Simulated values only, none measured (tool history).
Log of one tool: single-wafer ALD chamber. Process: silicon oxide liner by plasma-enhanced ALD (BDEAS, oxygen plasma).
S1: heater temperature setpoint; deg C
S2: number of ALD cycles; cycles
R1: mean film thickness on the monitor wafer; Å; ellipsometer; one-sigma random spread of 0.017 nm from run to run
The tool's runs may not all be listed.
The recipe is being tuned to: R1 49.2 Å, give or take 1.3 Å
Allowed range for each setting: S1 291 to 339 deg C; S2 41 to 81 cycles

Run 1, hour 0: S1 315 deg C, S2 61 cycles. Result: R1 62.094 Å.
Run 2, hour 7.6: S1 315 deg C, S2 59 cycles. Result: R1 59.804 Å.
Run 3, hour 15.3: S1 308 deg C, S2 59 cycles. Result: R1 60.547 Å.
Run 4, hour 22.5: S1 302 deg C, S2 59 cycles. Result: R1 61.334 Å.
Run 5, hour 27.4: S1 302 deg C, S2 56 cycles. Result: R1 57.96 Å.
Run 6, hour 34.1: S1 308 deg C, S2 56 cycles. Result: R1 57.608 Å.
Run 7, hour 39.5: S1 308 deg C, S2 55 cycles. Result: R1 56.583 Å.
Run 8, hour 47.3: S1 308 deg C, S2 54 cycles. Result: R1 55.392 Å.
Run 9, hour 52.8: S1 308 deg C, S2 53 cycles. Result: R1 53.908 Å.
Run 10, hour 58.7: S1 308 deg C, S2 52 cycles. Result: R1 52.953 Å.
Run 11, hour 67.2: S1 308 deg C, S2 51 cycles. Result: R1 52.161 Å.

Of the 4 settings listed for the next run, only one would bring every result within its allowed miss of target. Which one?
Run A, hour 75.7: S1 307 deg C, S2 55 cycles. Result: R1 ?.
Run B, hour 75.7: S1 311 deg C, S2 50 cycles. Result: R1 ?.
Run C, hour 75.7: S1 323 deg C, S2 53 cycles. Result: R1 ?.
Run D, hour 75.7: S1 311 deg C, S2 48 cycles. Result: R1 ?.

move      R1
   A   56.52
   B  51.076
   C  53.169
   D  49.033
A: moves away from the targets compared with the last run
B: gains on the last run, yet a result remains outside its allowed miss
C: moves away from the targets compared with the last run
D: meets every target
D meets every target.
